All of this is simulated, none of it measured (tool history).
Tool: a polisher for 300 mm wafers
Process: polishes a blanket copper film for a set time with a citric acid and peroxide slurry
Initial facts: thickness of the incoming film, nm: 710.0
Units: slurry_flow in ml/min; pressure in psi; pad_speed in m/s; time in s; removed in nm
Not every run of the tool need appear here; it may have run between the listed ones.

run  hour  slurry_flow  pressure  pad_speed  slurry_solids  time  removed
  1     0          185       2.6        0.9              1    49   101.44
  2     1          185       2.6        0.9            1.1    49   107.26
  3   1.8          185       2.6        0.9           1.25    49    109.8
  4   5.6          185       2.6        0.8           1.25    49   98.401
  5    14          185       2.6        0.6           1.25    49   74.703
  6  19.3          185       2.6       0.44           1.25    49   54.478
  7  27.7          185       2.9       0.48           1.25    49   64.354
  8  31.6          185       3.1       0.52           1.25    49   73.114
  9  40.2          185       3.3       0.56           1.25    49   81.133
 10  46.7          185       3.4        0.6           1.25    49    87.33
 11  51.1          185       3.5       0.64           1.25    49    100.5
 12  56.4          185       3.6       0.66           1.25    49   103.71
 13  63.7          185       3.7       0.68           1.25    49   107.23

Forecast run 14:
 14  71.2          185       3.8        0.7           1.25    49        ?

Run 14 measured removed 112.87 nm.
